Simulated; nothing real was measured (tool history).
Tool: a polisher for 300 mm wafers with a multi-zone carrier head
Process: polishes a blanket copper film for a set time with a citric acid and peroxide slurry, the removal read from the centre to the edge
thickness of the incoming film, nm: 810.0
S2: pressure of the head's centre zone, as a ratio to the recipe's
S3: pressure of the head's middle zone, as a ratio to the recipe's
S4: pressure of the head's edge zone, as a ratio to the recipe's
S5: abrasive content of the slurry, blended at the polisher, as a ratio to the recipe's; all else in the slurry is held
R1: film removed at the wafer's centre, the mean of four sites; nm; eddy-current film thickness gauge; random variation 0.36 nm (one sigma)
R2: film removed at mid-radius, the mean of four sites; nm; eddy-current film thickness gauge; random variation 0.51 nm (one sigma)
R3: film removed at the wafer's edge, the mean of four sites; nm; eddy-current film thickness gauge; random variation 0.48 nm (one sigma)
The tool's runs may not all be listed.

Run 1, day 0.000: flow of slurry (ml/min) 180, S2 1.00, S3 1.00, S4 1.00, S5 1.00, polishing time (s) 66. Result: R1 71.832 nm, R2 79.248 nm, R3 77.884 nm.
Run 2, day 0.212: flow of slurry (ml/min) 180, S2 1.00, S3 1.00, S4 1.00, S5 1.00, polishing time (s) 57. Result: R1 62.623 nm, R2 68.206 nm, R3 66.344 nm.
Run 3, day 0.529: flow of slurry (ml/min) 175, S2 1.00, S3 1.00, S4 0.97, S5 0.90, polishing time (s) 57. Result: R1 61.212 nm, R2 67.021 nm, R3 64.411 nm.
Run 4, day 0.846: flow of slurry (ml/min) 175, S2 1.00, S3 1.00, S4 0.94, S5 0.85, polishing time (s) 56. Result: R1 59.311 nm, R2 64.684 nm, R3 62.040 nm.
Run 5, day 1.171: flow of slurry (ml/min) 175, S2 1.00, S3 1.00, S4 0.94, S5 0.85, polishing time (s) 66. Result: R1 69.879 nm, R2 76.989 nm, R3 73.516 nm.
Run 6, day 1.446: flow of slurry (ml/min) 175, S2 1.07, S3 1.00, S4 0.94, S5 0.85, polishing time (s) 66. Result: R1 75.433 nm, R2 77.564 nm, R3 73.235 nm.

Forecast run 7:
Run 7, day 1.817: flow of slurry (ml/min) 180, S2 1.06, S3 1.00, S4 0.92, S5 0.80, polishing time (s) 63. Result: R1 ?, R2 ?, R3 ?.

{"run 7": {"R1": 70.497, "R2": 73.063, "R3": 68.44}}
